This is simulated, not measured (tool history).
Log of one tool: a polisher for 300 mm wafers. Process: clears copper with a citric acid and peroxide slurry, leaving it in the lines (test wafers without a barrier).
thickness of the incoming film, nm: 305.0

run  hour  flow of slurry (ml/min)  pressure of the wafer on the pad (kPa)  speed of the pad under the wafer (cm/s)  abrasive content of the slurry  overpolish time after the end point (s)  time until the end point was called (s)  dishing of a wide line in a test structure (angstrom)
  1   0.0                      225                                    16.5                                      120                            1.00                                       13                                   126.10                                                 234.55
  2   3.6                      225                                    17.2                                      120                            1.00                                       15                                   122.30                                                 275.01
  3   7.1                      225                                    17.2                                      106                            1.00                                       15                                   133.75                                                 248.48
  4   8.4                      225                                    19.3                                      106                            1.00                                       15                                   116.73                                                 277.89
  5  10.5                      225                                    19.3                                      108                            1.00                                       16                                   118.54                                                 296.30
  6  12.2                      225                                    19.3                                      108                            0.85                                       16                                   125.66                                                 276.22
  7  14.4                      225                                    19.3                                      110                            0.85                                       17                                   123.77                                                 309.06
  8  17.0                      225                                    19.3                                      110                            0.85                                       17                                   124.87                                                 296.59

Forecast run 9:
  9  25.9                      225                                    21.4                                      110                            0.85                                       21                                        ?                                                      ?

{"run 9": {"time until the end point was called (s)": 112.15, "dishing of a wide line in a test structure (angstrom)": 399.57}}

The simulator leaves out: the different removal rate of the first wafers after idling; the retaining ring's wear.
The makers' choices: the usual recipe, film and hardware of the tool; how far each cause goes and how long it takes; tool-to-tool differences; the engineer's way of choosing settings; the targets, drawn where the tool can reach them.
